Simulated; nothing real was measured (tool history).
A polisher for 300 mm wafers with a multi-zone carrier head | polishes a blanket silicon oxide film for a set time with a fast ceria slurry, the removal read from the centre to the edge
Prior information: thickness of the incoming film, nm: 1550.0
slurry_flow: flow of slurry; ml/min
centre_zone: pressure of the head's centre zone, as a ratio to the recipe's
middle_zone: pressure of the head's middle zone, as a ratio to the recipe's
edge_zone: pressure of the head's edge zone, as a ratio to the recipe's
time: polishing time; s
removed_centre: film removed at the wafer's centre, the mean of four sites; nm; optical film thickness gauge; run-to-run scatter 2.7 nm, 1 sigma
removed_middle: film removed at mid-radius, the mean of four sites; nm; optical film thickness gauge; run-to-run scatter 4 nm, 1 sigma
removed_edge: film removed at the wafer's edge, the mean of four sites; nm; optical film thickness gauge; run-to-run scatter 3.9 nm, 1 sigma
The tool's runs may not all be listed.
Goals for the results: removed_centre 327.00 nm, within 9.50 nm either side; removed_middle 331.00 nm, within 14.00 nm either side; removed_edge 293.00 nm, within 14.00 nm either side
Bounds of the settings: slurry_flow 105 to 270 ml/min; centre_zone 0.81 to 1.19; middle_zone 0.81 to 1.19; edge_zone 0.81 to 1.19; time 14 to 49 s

run 1 day=0.000 | slurry_flow=175 centre_zone=1.00 middle_zone=1.00 edge_zone=1.00 time=31 | removed_centre=461.14 removed_middle=456.00 removed_edge=448.61
run 2 day=0.229 | slurry_flow=175 centre_zone=1.00 middle_zone=1.05 edge_zone=1.00 time=31 | removed_centre=465.74 removed_middle=492.05 removed_edge=453.33
run 3 day=0.354 | slurry_flow=175 centre_zone=1.00 middle_zone=1.04 edge_zone=0.98 time=29 | removed_centre=437.03 removed_middle=450.26 removed_edge=423.65
run 4 day=0.633 | slurry_flow=175 centre_zone=1.00 middle_zone=1.04 edge_zone=0.98 time=21 | removed_centre=314.67 removed_middle=322.07 removed_edge=300.72
run 5 day=0.867 | slurry_flow=175 centre_zone=1.00 middle_zone=1.04 edge_zone=0.93 time=21 | removed_centre=315.86 removed_middle=328.29 removed_edge=295.18
run 6 day=0.942 | slurry_flow=175 centre_zone=1.00 middle_zone=1.04 edge_zone=0.93 time=27 | removed_centre=405.66 removed_middle=415.25 removed_edge=379.13
run 7 day=1.217 | slurry_flow=175 centre_zone=1.00 middle_zone=1.04 edge_zone=0.92 time=26 | removed_centre=381.23 removed_middle=392.71 removed_edge=361.91
run 8 day=1.279 | slurry_flow=175 centre_zone=1.00 middle_zone=1.04 edge_zone=0.91 time=25 | removed_centre=371.53 removed_middle=383.13 removed_edge=352.23
run 9 day=1.488 | slurry_flow=155 centre_zone=1.02 middle_zone=1.04 edge_zone=0.81 time=20 | removed_centre=291.34 removed_middle=298.63 removed_edge=262.97
run 10 day=1.742 | slurry_flow=165 centre_zone=1.02 middle_zone=1.04 edge_zone=0.82 time=20 | removed_centre=300.01 removed_middle=302.22 removed_edge=270.67
run 11 day=2.083 | slurry_flow=215 centre_zone=1.02 middle_zone=1.09 edge_zone=0.85 time=20 | removed_centre=310.93 removed_middle=327.64 removed_edge=280.34
run 12 day=2.117 | slurry_flow=215 centre_zone=1.02 middle_zone=1.09 edge_zone=0.86 time=20 | removed_centre=316.34 removed_middle=337.93 removed_edge=274.55
run 13 day=2.346 | slurry_flow=215 centre_zone=1.02 middle_zone=1.08 edge_zone=0.87 time=20 | removed_centre=316.57 removed_middle=323.89 removed_edge=281.47
run 14 day=2.550 | slurry_flow=215 centre_zone=1.02 middle_zone=1.08 edge_zone=0.87 time=20 | removed_centre=312.09 removed_middle=322.45 removed_edge=279.82
run 15 day=2.808 | slurry_flow=215 centre_zone=1.02 middle_zone=1.08 edge_zone=0.88 time=20 | removed_centre=312.88 removed_middle=328.04 removed_edge=278.67
run 16 day=3.012 | slurry_flow=215 centre_zone=1.02 middle_zone=1.08 edge_zone=0.89 time=20 | removed_centre=316.07 removed_middle=328.47 removed_edge=272.64

Exactly one of the 5 candidate moves below puts every result within its allowed miss. Which one?
run A day=3.217 | slurry_flow=150 centre_zone=0.95 middle_zone=0.95 edge_zone=1.02 time=22 | removed_centre=? removed_middle=? removed_edge=?
run B day=3.217 | slurry_flow=255 centre_zone=1.11 middle_zone=1.17 edge_zone=0.82 time=18 | removed_centre=? removed_middle=? removed_edge=?
run C day=3.217 | slurry_flow=225 centre_zone=0.91 middle_zone=1.06 edge_zone=0.91 time=21 | removed_centre=? removed_middle=? removed_edge=?
run D day=3.217 | slurry_flow=210 centre_zone=0.97 middle_zone=1.09 edge_zone=0.95 time=20 | removed_centre=? removed_middle=? removed_edge=?
run E day=3.217 | slurry_flow=265 centre_zone=0.97 middle_zone=1.02 edge_zone=0.84 time=21 | removed_centre=? removed_middle=? removed_edge=?

move=A removed_centre=311.19 removed_middle=303.32 removed_edge=325.30
move=B removed_centre=304.81 removed_middle=318.61 removed_edge=253.20
move=C removed_centre=309.44 removed_middle=336.81 removed_edge=306.63
move=D removed_centre=303.32 removed_middle=325.60 removed_edge=295.88
move=E removed_centre=328.14 removed_middle=332.05 removed_edge=300.07
A: pushes the last run's worst result past its target
B: the biggest miss grows against the last run
C: brings the last run's worst result on target, with another outside its allowed miss
D: brings the last run's worst result on target, with another outside its allowed miss
E: all results in spec
E is the move that brings every result within its allowed miss.
